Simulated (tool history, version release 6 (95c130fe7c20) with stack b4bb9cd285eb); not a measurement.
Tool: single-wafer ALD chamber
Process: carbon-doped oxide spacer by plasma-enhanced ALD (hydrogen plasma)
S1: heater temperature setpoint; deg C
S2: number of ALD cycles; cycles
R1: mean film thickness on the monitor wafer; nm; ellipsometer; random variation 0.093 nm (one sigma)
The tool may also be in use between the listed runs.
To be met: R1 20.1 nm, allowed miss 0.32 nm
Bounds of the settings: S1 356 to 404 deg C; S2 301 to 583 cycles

{"run": 1, "day": 0.0, "S1": 380, "S2": 442, "R1": 24.759}
{"run": 2, "day": 0.138, "S1": 380, "S2": 418, "R1": 23.329}
{"run": 3, "day": 0.312, "S1": 375, "S2": 418, "R1": 23.31}
{"run": 4, "day": 0.496, "S1": 375, "S2": 402, "R1": 22.407}
{"run": 5, "day": 0.671, "S1": 379, "S2": 402, "R1": 22.502}
{"run": 6, "day": 0.8, "S1": 379, "S2": 390, "R1": 21.906}
{"run": 7, "day": 1.125, "S1": 379, "S2": 344, "R1": 19.194}
{"run": 8, "day": 1.467, "S1": 379, "S2": 348, "R1": 19.597}
{"run": 9, "day": 1.542, "S1": 379, "S2": 351, "R1": 19.552}

4 next moves are on the table. One of them brings every result within its allowed miss. Which?
{"run": "A", "day": 1.617, "S1": 356, "S2": 342, "R1": "?"}
{"run": "B", "day": 1.617, "S1": 385, "S2": 359, "R1": "?"}
{"run": "C", "day": 1.617, "S1": 381, "S2": 344, "R1": "?"}
{"run": "D", "day": 1.617, "S1": 390, "S2": 338, "R1": "?"}

move=A R1=18.952
move=B R1=19.894
move=C R1=19.063
move=D R1=18.73
A: further off than the last run
B: meets every target
C: further off than the last run
D: further off than the last run
The right move is B.
